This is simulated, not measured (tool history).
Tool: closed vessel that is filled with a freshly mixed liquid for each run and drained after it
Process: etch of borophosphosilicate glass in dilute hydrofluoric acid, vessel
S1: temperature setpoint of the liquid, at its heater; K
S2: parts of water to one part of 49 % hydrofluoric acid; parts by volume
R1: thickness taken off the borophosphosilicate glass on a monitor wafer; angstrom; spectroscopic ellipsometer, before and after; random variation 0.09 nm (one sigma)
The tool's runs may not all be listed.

Run 1, hour 0: S1 295.15 K, S2 270 parts by volume, time in the liquid (s) 225. Result: R1 219.17 angstrom.
Run 2, hour 1.3: S1 295.15 K, S2 210 parts by volume, time in the liquid (s) 225. Result: R1 301.14 angstrom.
Run 3, hour 4.3: S1 295.15 K, S2 290 parts by volume, time in the liquid (s) 225. Result: R1 202.46 angstrom.
Run 4, hour 9.7: S1 294.15 K, S2 305 parts by volume, time in the liquid (s) 225. Result: R1 180.82 angstrom.
Run 5, hour 11.8: S1 293.15 K, S2 320 parts by volume, time in the liquid (s) 225. Result: R1 165.03 angstrom.
Run 6, hour 17.8: S1 293.15 K, S2 250 parts by volume, time in the liquid (s) 225. Result: R1 222.84 angstrom.
Run 7, hour 24.4: S1 293.15 K, S2 250 parts by volume, time in the liquid (s) 225. Result: R1 224.87 angstrom.
Run 8, hour 30.6: S1 292.65 K, S2 275 parts by volume, time in the liquid (s) 225. Result: R1 199.45 angstrom.
Run 9, hour 39.1: S1 292.15 K, S2 295 parts by volume, time in the liquid (s) 225. Result: R1 178.09 angstrom.
Run 10, hour 47.5: S1 291.65 K, S2 310 parts by volume, time in the liquid (s) 225. Result: R1 164.01 angstrom.
Run 11, hour 52.4: S1 291.15 K, S2 325 parts by volume, time in the liquid (s) 225. Result: R1 152.03 angstrom.
Run 12, hour 58.4: S1 291.15 K, S2 335 parts by volume, time in the liquid (s) 225. Result: R1 145.93 angstrom.

Run 13 comes next. What will it give?
Run 13, hour 66.4: S1 291.15 K, S2 345 parts by volume, time in the liquid (s) 225. Result: R1 ?.

R1: 140.9 angstrom
